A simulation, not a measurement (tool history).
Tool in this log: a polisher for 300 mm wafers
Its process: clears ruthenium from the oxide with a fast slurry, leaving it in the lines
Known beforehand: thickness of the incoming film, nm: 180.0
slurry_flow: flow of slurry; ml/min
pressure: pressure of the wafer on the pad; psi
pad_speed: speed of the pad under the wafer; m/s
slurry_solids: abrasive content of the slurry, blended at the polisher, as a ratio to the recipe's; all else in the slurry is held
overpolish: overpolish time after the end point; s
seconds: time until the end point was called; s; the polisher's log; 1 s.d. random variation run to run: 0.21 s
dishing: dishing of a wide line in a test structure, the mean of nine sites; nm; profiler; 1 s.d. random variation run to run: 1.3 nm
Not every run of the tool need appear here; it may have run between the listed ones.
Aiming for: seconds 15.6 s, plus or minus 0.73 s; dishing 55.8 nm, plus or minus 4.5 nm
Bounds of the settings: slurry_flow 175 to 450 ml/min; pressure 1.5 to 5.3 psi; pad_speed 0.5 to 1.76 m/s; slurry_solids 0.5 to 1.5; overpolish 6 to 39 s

run  hour  slurry_flow  pressure  pad_speed  slurry_solids  overpolish  seconds  dishing
  1     0          290       3.4       1.12              1          20   28.001   94.617
  2   3.7          290       3.6       1.12              1          18   26.133   87.305
  3   7.2          335       3.6       1.12              1          18   26.589   89.188
  4  14.7          390       3.6       1.12              1          18   26.188    91.01
     18.2  -- head pressure recalibrated
  5  18.2          390       3.6       1.12           0.85          18   25.636   93.019
  6  21.7          355       3.9       1.12           0.95          16   22.198   98.232
  7  24.7          325       3.8        1.2           1.05          14   21.651    84.24
  8  31.1          300       3.8       1.26            1.1          13   19.612   87.044
  9  33.5          280       3.7        1.3           1.15          12   19.945    82.82
 10    38          265       3.8       1.28            1.2          11   19.324   77.752
 11  39.2          250       3.9       1.26           1.25          10   18.972   73.481
 12  41.4          240       4.1       1.22            1.3           9   18.267   68.945
 13    50          230       4.2        1.2           1.35           9   18.715   70.769
 14  50.7          310       4.5       1.28            1.1           6   16.473   51.064

Exactly one of the 5 candidate moves below puts every result within its allowed miss. Which one?
  A  51.4          335       4.2        1.5           1.05           6        ?        ?
  B  51.4          330       3.9        1.3            1.2           6        ?        ?
  C  51.4          305       4.4       1.38           1.15           8        ?        ?
  D  51.4          335       4.2       1.28            1.1           9        ?        ?
  E  51.4          295         4       1.26            1.4           8        ?        ?

move  seconds  dishing
   A   15.334   55.877
   B   18.125   48.101
   C   15.518   71.047
   D   17.614   70.509
   E   17.482   64.117
A: each result inside its tolerance
B: moves away from the targets compared with the last run
C: puts the biggest miss on target and leaves a different result outside tolerance
D: moves away from the targets compared with the last run
E: moves away from the targets compared with the last run
Answer: A

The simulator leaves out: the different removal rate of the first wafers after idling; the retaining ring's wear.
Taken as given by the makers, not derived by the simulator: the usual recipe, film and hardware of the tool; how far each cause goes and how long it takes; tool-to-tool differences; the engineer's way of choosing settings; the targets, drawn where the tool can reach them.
